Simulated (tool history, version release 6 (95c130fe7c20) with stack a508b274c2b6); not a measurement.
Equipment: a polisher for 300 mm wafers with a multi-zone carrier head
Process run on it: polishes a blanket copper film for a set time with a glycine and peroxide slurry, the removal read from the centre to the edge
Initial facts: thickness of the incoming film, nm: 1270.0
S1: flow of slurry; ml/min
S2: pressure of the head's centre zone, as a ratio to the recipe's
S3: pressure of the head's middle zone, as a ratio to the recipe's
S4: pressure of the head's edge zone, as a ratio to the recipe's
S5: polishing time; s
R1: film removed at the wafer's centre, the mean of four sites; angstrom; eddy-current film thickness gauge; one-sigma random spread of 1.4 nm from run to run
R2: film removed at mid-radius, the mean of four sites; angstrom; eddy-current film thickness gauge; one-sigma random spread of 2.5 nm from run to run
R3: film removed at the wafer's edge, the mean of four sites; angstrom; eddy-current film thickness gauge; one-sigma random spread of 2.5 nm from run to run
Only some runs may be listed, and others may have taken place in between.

run	hour	S1	S2	S3	S4	S5	R1	R2	R3
1	0.0	315	1.00	1.00	1.00	31	1464.7	1455.3	1524.9
2	7.2	320	1.02	1.04	1.01	32	1549.4	1563.5	1581.6
3	13.7	325	1.04	1.07	1.03	33	1633.5	1691.4	1649.9
4	15.1	325	0.98	1.07	1.03	33	1554.3	1649.2	1614.7
5	21.6	325	0.98	1.15	1.03	33	1564.7	1759.6	1633.6
6	29.7	325	0.98	1.15	1.07	33	1548.3	1755.6	1651.0
7	36.6	330	1.01	1.15	1.07	33	1560.0	1793.5	1651.8

Run 8 comes next. What will it give?
8	44.7	330	1.04	1.14	1.06	33	?	?	?

R1: 1645.4 angstrom
R2: 1791.5 angstrom
R3: 1648.9 angstrom
